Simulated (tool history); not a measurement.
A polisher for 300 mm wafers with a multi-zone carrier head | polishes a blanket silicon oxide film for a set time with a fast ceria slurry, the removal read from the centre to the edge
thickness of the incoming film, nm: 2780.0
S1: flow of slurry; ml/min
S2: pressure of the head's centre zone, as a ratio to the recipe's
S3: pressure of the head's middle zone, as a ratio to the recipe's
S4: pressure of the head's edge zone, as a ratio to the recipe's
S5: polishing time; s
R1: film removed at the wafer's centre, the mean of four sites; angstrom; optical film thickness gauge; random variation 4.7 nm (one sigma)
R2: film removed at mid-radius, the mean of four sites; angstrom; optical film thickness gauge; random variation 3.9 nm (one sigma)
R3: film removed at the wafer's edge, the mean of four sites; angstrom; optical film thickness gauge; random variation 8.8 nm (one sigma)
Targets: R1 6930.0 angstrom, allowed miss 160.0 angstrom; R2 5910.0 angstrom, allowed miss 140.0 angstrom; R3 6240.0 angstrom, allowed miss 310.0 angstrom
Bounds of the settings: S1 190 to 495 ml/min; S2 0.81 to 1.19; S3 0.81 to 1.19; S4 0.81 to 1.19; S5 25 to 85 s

run  hour   S1    S2    S3    S4  S5      R1      R2      R3
  1   0.0  320  1.00  1.00  1.00  55  9246.9  9041.0  9374.9
  2   6.8  320  1.01  0.97  0.95  50  8603.9  8223.4  8356.1
  3  14.6  315  1.01  0.93  0.93  46  7810.5  7206.4  7650.2
  4  17.3  315  0.93  0.93  0.93  46  7234.1  7282.3  7580.5
  5  22.9  315  0.93  0.93  0.93  54  8354.8  8550.3  8761.4
  6  25.4  315  0.96  0.91  0.90  50  8046.8  7762.6  8177.3
  7  29.6  320  0.98  0.90  0.88  46  7601.2  7091.5  7384.6
  8  36.1  305  1.01  0.82  0.81  39  6635.8  5664.6  6126.3
  9  42.3  320  1.02  0.83  0.81  39  6760.5  5732.3  6096.6
 10  51.1  325  1.02  0.84  0.82  39  6722.2  5793.9  6143.2

4 next moves are on the table. One of them brings every result within its allowed miss. Which?
  A  59.9  425  0.93  0.81  0.90  39   ?   ?   ?
  B  59.9  340  1.02  0.82  0.81  40   ?   ?   ?
  C  59.9  345  0.99  0.87  0.81  38   ?   ?   ?
  D  59.9  215  1.04  0.83  0.81  39   ?   ?   ?

move      R1      R2      R3
   A  6394.3  5786.7  6425.4
   B  7053.9  5870.3  6196.5
   C  6514.2  5804.5  5889.7
   D  6582.0  5445.7  5783.7
A: further off than the last run
B: meets every target
C: further off than the last run
D: further off than the last run
Move B is the one to make.
